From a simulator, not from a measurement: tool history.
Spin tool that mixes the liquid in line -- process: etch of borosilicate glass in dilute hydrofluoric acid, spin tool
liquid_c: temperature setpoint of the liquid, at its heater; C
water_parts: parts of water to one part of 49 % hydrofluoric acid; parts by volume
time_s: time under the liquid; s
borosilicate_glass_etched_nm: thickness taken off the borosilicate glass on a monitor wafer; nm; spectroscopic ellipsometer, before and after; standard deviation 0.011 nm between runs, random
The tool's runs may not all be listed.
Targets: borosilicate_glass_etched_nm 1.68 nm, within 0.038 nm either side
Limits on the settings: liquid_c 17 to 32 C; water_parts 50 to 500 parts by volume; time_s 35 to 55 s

{"run": 1, "hour": 0.0, "liquid_c": 24, "water_parts": 275, "time_s": 55, "borosilicate_glass_etched_nm": 2.7048}
{"run": 2, "hour": 1.8, "liquid_c": 23.5, "water_parts": 280, "time_s": 55, "borosilicate_glass_etched_nm": 2.5789}
{"run": 3, "hour": 8.0, "liquid_c": 23, "water_parts": 285, "time_s": 55, "borosilicate_glass_etched_nm": 2.4991}
{"run": 4, "hour": 15.5, "liquid_c": 22.5, "water_parts": 290, "time_s": 55, "borosilicate_glass_etched_nm": 2.4032}
{"run": 5, "hour": 16.6, "liquid_c": 22, "water_parts": 295, "time_s": 55, "borosilicate_glass_etched_nm": 2.2902}
{"run": 6, "hour": 21.1, "liquid_c": 21.5, "water_parts": 300, "time_s": 55, "borosilicate_glass_etched_nm": 2.1957}
{"run": 7, "hour": 25.4, "liquid_c": 21, "water_parts": 305, "time_s": 55, "borosilicate_glass_etched_nm": 2.1115}
{"run": 8, "hour": 33.6, "liquid_c": 20.5, "water_parts": 305, "time_s": 55, "borosilicate_glass_etched_nm": 2.0768}
{"run": 9, "hour": 36.8, "liquid_c": 20, "water_parts": 305, "time_s": 55, "borosilicate_glass_etched_nm": 2.0305}
{"run": 10, "hour": 41.6, "liquid_c": 19.5, "water_parts": 305, "time_s": 55, "borosilicate_glass_etched_nm": 2.0061}
{"run": 11, "hour": 42.5, "liquid_c": 19, "water_parts": 305, "time_s": 55, "borosilicate_glass_etched_nm": 1.9749}
{"run": 12, "hour": 46.5, "liquid_c": 18, "water_parts": 315, "time_s": 55, "borosilicate_glass_etched_nm": 1.8279}

Which of these 4 next moves meets every target?
{"run": "A", "hour": 50.5, "liquid_c": 18, "water_parts": 335, "time_s": 55, "borosilicate_glass_etched_nm": "?"}
{"run": "B", "hour": 50.5, "liquid_c": 18.5, "water_parts": 300, "time_s": 55, "borosilicate_glass_etched_nm": "?"}
{"run": "C", "hour": 50.5, "liquid_c": 18, "water_parts": 290, "time_s": 55, "borosilicate_glass_etched_nm": "?"}
{"run": "D", "hour": 50.5, "liquid_c": 18, "water_parts": 285, "time_s": 55, "borosilicate_glass_etched_nm": "?"}

move=A borosilicate_glass_etched_nm=1.6808
move=B borosilicate_glass_etched_nm=1.9694
move=C borosilicate_glass_etched_nm=2.0169
move=D borosilicate_glass_etched_nm=2.0612
A: hits every target within its allowed miss
B: misses by more than the last run did
C: misses by more than the last run did
D: misses by more than the last run did
Move A is the one to make.
